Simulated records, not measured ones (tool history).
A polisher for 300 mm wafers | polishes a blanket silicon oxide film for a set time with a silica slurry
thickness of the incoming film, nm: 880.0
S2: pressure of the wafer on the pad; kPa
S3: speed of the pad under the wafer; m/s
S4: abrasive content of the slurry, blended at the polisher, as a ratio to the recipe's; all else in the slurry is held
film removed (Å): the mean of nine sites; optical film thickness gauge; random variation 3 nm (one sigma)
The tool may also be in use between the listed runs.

run 1 hour=0 | flow_of_slurry_(ml/min)=185 S2=20 S3=1.02 S4=1 polishing_time_(s)=65 | film_removed_(Å)=1279.4
run 2 hour=8.2 | flow_of_slurry_(ml/min)=185 S2=17.2 S3=1.02 S4=1 polishing_time_(s)=65 | film_removed_(Å)=1109
run 3 hour=12.2 | flow_of_slurry_(ml/min)=185 S2=20 S3=1.04 S4=1 polishing_time_(s)=65 | film_removed_(Å)=1336.6
run 4 hour=19.3 | flow_of_slurry_(ml/min)=185 S2=20 S3=1.28 S4=1 polishing_time_(s)=65 | film_removed_(Å)=1517.8
run 5 hour=24.8 | flow_of_slurry_(ml/min)=185 S2=21.4 S3=1.28 S4=1 polishing_time_(s)=65 | film_removed_(Å)=1627.6
run 6 hour=28 | flow_of_slurry_(ml/min)=185 S2=22.1 S3=1.28 S4=1 polishing_time_(s)=65 | film_removed_(Å)=1710.3
run 7 hour=29.8 | flow_of_slurry_(ml/min)=185 S2=22.8 S3=1.28 S4=1 polishing_time_(s)=65 | film_removed_(Å)=1756.8
run 8 hour=38.6 | flow_of_slurry_(ml/min)=185 S2=23.4 S3=1.28 S4=1 polishing_time_(s)=65 | film_removed_(Å)=1785.4

Run 9 comes next. What will it give?
run 9 hour=41.9 | flow_of_slurry_(ml/min)=185 S2=24.1 S3=1.28 S4=1 polishing_time_(s)=65 | film_removed_(Å)=?

film removed (Å): 1854.4
